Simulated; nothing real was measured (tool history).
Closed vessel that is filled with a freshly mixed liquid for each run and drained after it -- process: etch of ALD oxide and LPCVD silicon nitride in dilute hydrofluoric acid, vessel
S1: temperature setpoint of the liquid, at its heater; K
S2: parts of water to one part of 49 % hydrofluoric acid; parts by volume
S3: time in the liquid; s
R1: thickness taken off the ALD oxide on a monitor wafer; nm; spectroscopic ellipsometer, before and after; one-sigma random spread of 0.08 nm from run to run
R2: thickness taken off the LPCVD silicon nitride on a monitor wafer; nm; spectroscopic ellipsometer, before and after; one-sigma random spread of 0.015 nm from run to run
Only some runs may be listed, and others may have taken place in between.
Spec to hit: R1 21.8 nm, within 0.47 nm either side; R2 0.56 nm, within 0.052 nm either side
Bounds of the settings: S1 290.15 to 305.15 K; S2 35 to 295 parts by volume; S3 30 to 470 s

{"run": 1, "day": 0.0, "S1": 297.15, "S2": 165, "S3": 240, "R1": 25.454, "R2": 0.79448}
{"run": 2, "day": 0.354, "S1": 297.15, "S2": 205, "S3": 240, "R1": 19.681, "R2": 0.63226}
{"run": 3, "day": 0.521, "S1": 295.65, "S2": 205, "S3": 240, "R1": 18.599, "R2": 0.56701}
{"run": 4, "day": 0.854, "S1": 295.65, "S2": 150, "S3": 240, "R1": 26.813, "R2": 0.76745}
{"run": 5, "day": 1.067, "S1": 294.65, "S2": 155, "S3": 240, "R1": 24.839, "R2": 0.69198}
{"run": 6, "day": 1.354, "S1": 294.15, "S2": 155, "S3": 240, "R1": 24.435, "R2": 0.66042}
{"run": 7, "day": 1.667, "S1": 293.65, "S2": 155, "S3": 240, "R1": 24.108, "R2": 0.67416}
{"run": 8, "day": 1.817, "S1": 293.15, "S2": 155, "S3": 240, "R1": 23.456, "R2": 0.61997}

5 candidate next runs follow, results not yet known. Just one meets every target within its allowed miss. Identify it.
{"run": "A", "day": 1.967, "S1": 301.65, "S2": 205, "S3": 220, "R1": "?", "R2": "?"}
{"run": "B", "day": 1.967, "S1": 291.65, "S2": 165, "S3": 255, "R1": "?", "R2": "?"}
{"run": "C", "day": 1.967, "S1": 297.15, "S2": 215, "S3": 275, "R1": "?", "R2": "?"}
{"run": "D", "day": 1.967, "S1": 295.15, "S2": 135, "S3": 205, "R1": "?", "R2": "?"}
{"run": "E", "day": 1.967, "S1": 297.65, "S2": 180, "S3": 225, "R1": "?", "R2": "?"}

move=A R1=21.08 R2=0.76187
move=B R1=21.78 R2=0.57749
move=C R1=21.147 R2=0.68785
move=D R1=25.376 R2=0.71297
move=E R1=21.867 R2=0.69271
A: moves the result that the last run missed by most past its target, out the other side
B: every result within its allowed miss
C: moves the result that the last run missed by most past its target, out the other side
D: lands further from the targets than the last run did
E: the furthest-off result lands on target, but another misses its tolerance
The move that meets every target is B.
